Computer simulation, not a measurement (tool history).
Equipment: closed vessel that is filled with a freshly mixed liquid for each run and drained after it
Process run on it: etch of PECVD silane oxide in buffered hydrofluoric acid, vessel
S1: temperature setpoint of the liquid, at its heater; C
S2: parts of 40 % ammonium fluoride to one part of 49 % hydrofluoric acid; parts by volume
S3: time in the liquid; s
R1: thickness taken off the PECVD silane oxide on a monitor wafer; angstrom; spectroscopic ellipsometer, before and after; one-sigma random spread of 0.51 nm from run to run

| run | day | S1 | S2 | S3 | R1 |
|---|---|---|---|---|---|
| 1 | 0.000 | 21.0 | 17.0 | 85 | 923.58 |
| 2 | 0.058 | 21.0 | 13.5 | 85 | 1138.90 |
| 3 | 0.271 | 21.0 | 18.0 | 85 | 848.82 |
| 4 | 0.404 | 21.0 | 20.5 | 85 | 762.94 |
| 5 | 0.558 | 20.5 | 20.5 | 85 | 743.07 |
| 6 | 0.733 | 18.0 | 20.5 | 85 | 642.06 |

Run 7 is up next; what results do you expect?
| 7 | 0.838 | 18.5 | 20.5 | 85 | ? |

R1: 653.32 angstrom
